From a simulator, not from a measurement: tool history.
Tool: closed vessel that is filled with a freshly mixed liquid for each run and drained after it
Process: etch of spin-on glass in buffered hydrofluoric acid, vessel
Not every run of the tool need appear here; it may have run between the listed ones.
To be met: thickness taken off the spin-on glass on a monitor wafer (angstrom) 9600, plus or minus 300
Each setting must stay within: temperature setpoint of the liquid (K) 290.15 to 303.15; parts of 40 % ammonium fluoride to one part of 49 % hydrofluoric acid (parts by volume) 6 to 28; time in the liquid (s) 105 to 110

run	hour	temperature setpoint of the liquid (K)	parts of 40 % ammonium fluoride to one part of 49 % hydrofluoric acid (parts by volume)	time in the liquid (s)	thickness taken off the spin-on glass on a monitor wafer (angstrom)
1	0	295.15	17	105	3625.5
2	8.6	296.65	15	105	4433
3	11.8	298.65	15	105	4938.3
4	18.5	299.65	13.5	105	5825
5	20.2	299.65	10.5	105	7466.7
6	25.1	297.65	10.5	105	6744.1
7	28.8	298.65	10	105	7467.6
8	36.1	299.65	10	105	7732.9
9	44.9	303.15	8.5	105	10671
10	50.4	302.65	8.5	105	10286
11	52.4	302.15	8.5	105	10171

Exactly one of the 5 candidate moves below puts every result within its allowed miss. Which one?
A	54.4	301.15	8	110	?
B	54.4	303.15	8.5	110	?
C	54.4	300.65	7.5	105	?
D	54.4	302.65	8.5	105	?
E	54.4	301.15	8.5	105	?

move	thickness taken off the spin-on glass on a monitor wafer (angstrom)
A	10674
B	11107
C	10638
D	10328
E	9541.3
A: further off than the last run
B: further off than the last run
C: further off than the last run
D: further off than the last run
E: all results land within tolerance of their targets
Correct choice: E, which meets every target
